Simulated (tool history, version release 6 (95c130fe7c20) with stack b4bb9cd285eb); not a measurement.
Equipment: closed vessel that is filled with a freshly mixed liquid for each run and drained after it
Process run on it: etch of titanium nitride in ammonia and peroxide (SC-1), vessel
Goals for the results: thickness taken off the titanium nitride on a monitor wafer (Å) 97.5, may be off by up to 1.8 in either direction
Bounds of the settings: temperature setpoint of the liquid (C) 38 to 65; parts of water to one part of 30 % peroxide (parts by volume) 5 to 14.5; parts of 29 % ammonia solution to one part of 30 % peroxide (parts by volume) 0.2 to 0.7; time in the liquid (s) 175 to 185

| run | hour | temperature setpoint of the liquid (C) | parts of water to one part of 30 % peroxide (parts by volume) | parts of 29 % ammonia solution to one part of 30 % peroxide (parts by volume) | time in the liquid (s) | thickness taken off the titanium nitride on a monitor wafer (Å) |
|---|---|---|---|---|---|---|
| 1 | 0 | 49 | 8 | 0.4 | 175 | 118.79 |
| 2 | 6.5 | 49 | 8 | 0.4 | 175 | 119.46 |
| 3 | 8.2 | 49 | 8 | 0.4 | 175 | 118.38 |
| 4 | 15.1 | 48.5 | 8 | 0.4 | 175 | 114.13 |
| 5 | 15.9 | 48 | 8 | 0.4 | 175 | 111.64 |
| 6 | 22.5 | 47.5 | 8 | 0.4 | 175 | 106.48 |
| 7 | 29.2 | 47 | 8 | 0.4 | 175 | 103.18 |
| 8 | 36.5 | 46.5 | 8 | 0.4 | 175 | 99.535 |

Consider the 5 candidate settings below. Which is the only one whose results all fall within their allowed miss of target?
| A | 43.8 | 44.5 | 7 | 0.55 | 180 | ? |
| B | 43.8 | 46 | 7.5 | 0.45 | 175 | ? |
| C | 43.8 | 42.5 | 5 | 0.5 | 185 | ? |
| D | 43.8 | 48.5 | 9.5 | 0.35 | 175 | ? |
| E | 43.8 | 47 | 11.5 | 0.6 | 185 | ? |

| move | thickness taken off the titanium nitride on a monitor wafer (Å) |
|---|---|
| A | 99.678 |
| B | 100.81 |
| C | 102.53 |
| D | 101.89 |
| E | 96.432 |
A: its largest miss is bigger than the last run's
B: its largest miss is bigger than the last run's
C: its largest miss is bigger than the last run's
D: its largest miss is bigger than the last run's
E: meets every target
So the answer is move E, the one that meets all the targets.
